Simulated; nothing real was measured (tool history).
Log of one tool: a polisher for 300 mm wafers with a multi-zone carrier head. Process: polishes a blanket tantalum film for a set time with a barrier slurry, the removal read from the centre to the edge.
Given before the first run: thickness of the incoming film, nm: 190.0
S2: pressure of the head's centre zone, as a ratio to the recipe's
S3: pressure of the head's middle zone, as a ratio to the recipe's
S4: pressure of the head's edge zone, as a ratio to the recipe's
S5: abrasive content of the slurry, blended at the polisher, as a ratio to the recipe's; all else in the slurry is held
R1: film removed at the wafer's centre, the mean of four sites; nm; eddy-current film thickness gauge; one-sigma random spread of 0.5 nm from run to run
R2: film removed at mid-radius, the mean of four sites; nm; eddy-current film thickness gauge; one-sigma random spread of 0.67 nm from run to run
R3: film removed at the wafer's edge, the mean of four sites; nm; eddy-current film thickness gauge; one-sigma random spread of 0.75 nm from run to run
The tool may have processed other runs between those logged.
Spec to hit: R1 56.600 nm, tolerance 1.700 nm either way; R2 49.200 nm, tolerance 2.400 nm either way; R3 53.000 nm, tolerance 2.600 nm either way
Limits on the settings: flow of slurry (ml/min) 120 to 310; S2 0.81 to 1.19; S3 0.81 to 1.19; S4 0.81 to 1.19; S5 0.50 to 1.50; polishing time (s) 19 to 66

{"run": 1, "day": 0.0, "flow of slurry (ml/min)": 200, "S2": 1.0, "S3": 1.0, "S4": 1.0, "S5": 1.0, "polishing time (s)": 42, "R1": 73.277, "R2": 72.019, "R3": 71.517}
{"run": 2, "day": 0.046, "flow of slurry (ml/min)": 200, "S2": 1.0, "S3": 0.97, "S4": 0.98, "S5": 0.9, "polishing time (s)": 41, "R1": 68.939, "R2": 66.657, "R3": 68.887}
{"run": 3, "day": 0.217, "flow of slurry (ml/min)": 200, "S2": 1.0, "S3": 0.97, "S4": 0.93, "S5": 0.9, "polishing time (s)": 41, "R1": 69.239, "R2": 67.793, "R3": 65.541}
{"run": 4, "day": 0.438, "flow of slurry (ml/min)": 200, "S2": 1.0, "S3": 0.97, "S4": 0.93, "S5": 0.75, "polishing time (s)": 41, "R1": 63.568, "R2": 61.733, "R3": 60.824}
{"run": 5, "day": 0.779, "flow of slurry (ml/min)": 200, "S2": 1.08, "S3": 0.97, "S4": 0.93, "S5": 0.75, "polishing time (s)": 41, "R1": 69.4, "R2": 61.385, "R3": 61.278}
{"run": 6, "day": 0.954, "flow of slurry (ml/min)": 200, "S2": 1.08, "S3": 0.92, "S4": 0.93, "S5": 0.75, "polishing time (s)": 41, "R1": 68.344, "R2": 58.7, "R3": 60.506}
{"run": 7, "day": 1.0, "flow of slurry (ml/min)": 195, "S2": 1.07, "S3": 0.9, "S4": 0.92, "S5": 0.7, "polishing time (s)": 41, "R1": 66.258, "R2": 54.508, "R3": 58.16}
{"run": 8, "day": 1.154, "flow of slurry (ml/min)": 190, "S2": 1.05, "S3": 0.89, "S4": 0.91, "S5": 0.7, "polishing time (s)": 41, "R1": 63.168, "R2": 55.495, "R3": 58.989}
{"run": 9, "day": 1.2, "flow of slurry (ml/min)": 185, "S2": 1.05, "S3": 0.88, "S4": 0.9, "S5": 0.65, "polishing time (s)": 41, "R1": 59.852, "R2": 52.231, "R3": 54.246}
{"run": 10, "day": 1.429, "flow of slurry (ml/min)": 180, "S2": 1.05, "S3": 0.87, "S4": 0.9, "S5": 0.65, "polishing time (s)": 41, "R1": 60.788, "R2": 51.702, "R3": 54.904}
{"run": 11, "day": 1.675, "flow of slurry (ml/min)": 175, "S2": 1.04, "S3": 0.87, "S4": 0.9, "S5": 0.65, "polishing time (s)": 41, "R1": 59.504, "R2": 51.004, "R3": 55.767}
{"run": 12, "day": 1.696, "flow of slurry (ml/min)": 170, "S2": 1.04, "S3": 0.87, "S4": 0.89, "S5": 0.65, "polishing time (s)": 41, "R1": 59.989, "R2": 50.03, "R3": 53.848}
{"run": 13, "day": 1.783, "flow of slurry (ml/min)": 170, "S2": 1.03, "S3": 0.87, "S4": 0.89, "S5": 0.65, "polishing time (s)": 41, "R1": 58.31, "R2": 52.396, "R3": 53.695}

Of the 5 settings listed for the next run, only one would bring every result within its allowed miss of target. Which one?
{"run": "A", "day": 1.871, "flow of slurry (ml/min)": 210, "S2": 0.99, "S3": 0.98, "S4": 0.89, "S5": 0.65, "polishing time (s)": 39, "R1": "?", "R2": "?", "R3": "?"}
{"run": "B", "day": 1.871, "flow of slurry (ml/min)": 150, "S2": 1.07, "S3": 0.9, "S4": 0.81, "S5": 0.65, "polishing time (s)": 44, "R1": "?", "R2": "?", "R3": "?"}
{"run": "C", "day": 1.871, "flow of slurry (ml/min)": 170, "S2": 0.94, "S3": 0.9, "S4": 0.89, "S5": 0.55, "polishing time (s)": 49, "R1": "?", "R2": "?", "R3": "?"}
{"run": "D", "day": 1.871, "flow of slurry (ml/min)": 170, "S2": 1.03, "S3": 0.86, "S4": 0.92, "S5": 0.65, "polishing time (s)": 40, "R1": "?", "R2": "?", "R3": "?"}
{"run": "E", "day": 1.871, "flow of slurry (ml/min)": 175, "S2": 1.07, "S3": 0.93, "S4": 0.81, "S5": 0.55, "polishing time (s)": 42, "R1": "?", "R2": "?", "R3": "?"}

move=A R1=55.358 R2=55.582 R3=52.597
move=B R1=63.039 R2=54.920 R3=54.470
move=C R1=56.607 R2=56.048 R3=57.532
move=D R1=56.742 R2=49.334 R3=53.442
move=E R1=55.633 R2=49.609 R3=47.451
A: lands further from the targets than the last run did
B: lands further from the targets than the last run did
C: lands further from the targets than the last run did
D: every result lands within tolerance
E: the furthest-off result lands on target, but another misses its tolerance
Move D is the one to make.

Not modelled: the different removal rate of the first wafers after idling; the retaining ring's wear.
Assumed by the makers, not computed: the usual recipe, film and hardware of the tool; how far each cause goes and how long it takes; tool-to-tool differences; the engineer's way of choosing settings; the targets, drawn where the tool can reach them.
